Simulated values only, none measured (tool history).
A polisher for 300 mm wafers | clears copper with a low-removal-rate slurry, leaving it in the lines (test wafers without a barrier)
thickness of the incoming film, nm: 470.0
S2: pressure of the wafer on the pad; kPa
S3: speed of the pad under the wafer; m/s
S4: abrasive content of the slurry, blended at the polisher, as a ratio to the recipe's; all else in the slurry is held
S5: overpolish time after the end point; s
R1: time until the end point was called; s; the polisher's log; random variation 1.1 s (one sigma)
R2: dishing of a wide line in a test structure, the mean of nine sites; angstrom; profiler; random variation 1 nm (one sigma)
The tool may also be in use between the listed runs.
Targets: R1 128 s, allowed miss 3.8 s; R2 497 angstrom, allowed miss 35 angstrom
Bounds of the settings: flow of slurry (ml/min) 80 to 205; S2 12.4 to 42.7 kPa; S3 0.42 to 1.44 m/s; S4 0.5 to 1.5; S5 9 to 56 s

run 1 day=0 | flow_of_slurry_(ml/min)=135 S2=27.6 S3=0.92 S4=1 S5=29 | R1=104.77 R2=699.93
run 2 day=0.338 | flow_of_slurry_(ml/min)=135 S2=27.6 S3=1.12 S4=1 S5=29 | R1=89.474 R2=767.55
run 3 day=0.662 | flow_of_slurry_(ml/min)=130 S2=26.2 S3=1.12 S4=1 S5=28 | R1=94.351 R2=700.09
run 4 day=0.85 | flow_of_slurry_(ml/min)=130 S2=26.2 S3=1.12 S4=1 S5=20 | R1=94.386 R2=581.44
run 5 day=1.138 | flow_of_slurry_(ml/min)=125 S2=24.8 S3=1.12 S4=1 S5=21 | R1=100.74 R2=598.5
run 6 day=1.212 | flow_of_slurry_(ml/min)=125 S2=24.8 S3=1.3 S4=1 S5=21 | R1=89.148 R2=623.54
run 7 day=1.567 | flow_of_slurry_(ml/min)=120 S2=23.4 S3=1.3 S4=1 S5=21 | R1=96.002 R2=568.33
run 8 day=1.842 | flow_of_slurry_(ml/min)=115 S2=22.8 S3=1.3 S4=1 S5=22 | R1=100.05 R2=594.34
run 9 day=2.192 | flow_of_slurry_(ml/min)=95 S2=15.9 S3=1.3 S4=1 S5=18 | R1=149.2 R2=385.76
run 10 day=2.292 | flow_of_slurry_(ml/min)=100 S2=15.9 S3=1.3 S4=1 S5=19 | R1=145.71 R2=394.91
run 11 day=2.6 | flow_of_slurry_(ml/min)=100 S2=15.9 S3=1.3 S4=1 S5=19 | R1=145.12 R2=393.8
run 12 day=2.729 | flow_of_slurry_(ml/min)=105 S2=15.9 S3=1.3 S4=1 S5=20 | R1=142.86 R2=419.92
run 13 day=3 | flow_of_slurry_(ml/min)=140 S2=17.2 S3=1.3 S4=1 S5=23 | R1=122.51 R2=515.53

Which of these 5 next moves meets every target?
run A day=3.271 | flow_of_slurry_(ml/min)=140 S2=16.5 S3=1.44 S4=0.8 S5=28 | R1=? R2=?
run B day=3.271 | flow_of_slurry_(ml/min)=140 S2=22.1 S3=1.12 S4=0.85 S5=22 | R1=? R2=?
run C day=3.271 | flow_of_slurry_(ml/min)=140 S2=17.9 S3=1.4 S4=0.95 S5=20 | R1=? R2=?
run D day=3.271 | flow_of_slurry_(ml/min)=155 S2=15.9 S3=1.36 S4=1.35 S5=24 | R1=? R2=?
run E day=3.271 | flow_of_slurry_(ml/min)=165 S2=20 S3=1.2 S4=0.65 S5=22 | R1=? R2=?

move=A R1=127.39 R2=573.31
move=B R1=115.98 R2=538.04
move=C R1=113.98 R2=499.86
move=D R1=115.32 R2=551.27
move=E R1=129.23 R2=494.65
A: brings the result that was furthest off to its target, and leaves another outside
B: further off than the last run
C: further off than the last run
D: further off than the last run
E: meets every target
Move E is the one to make.
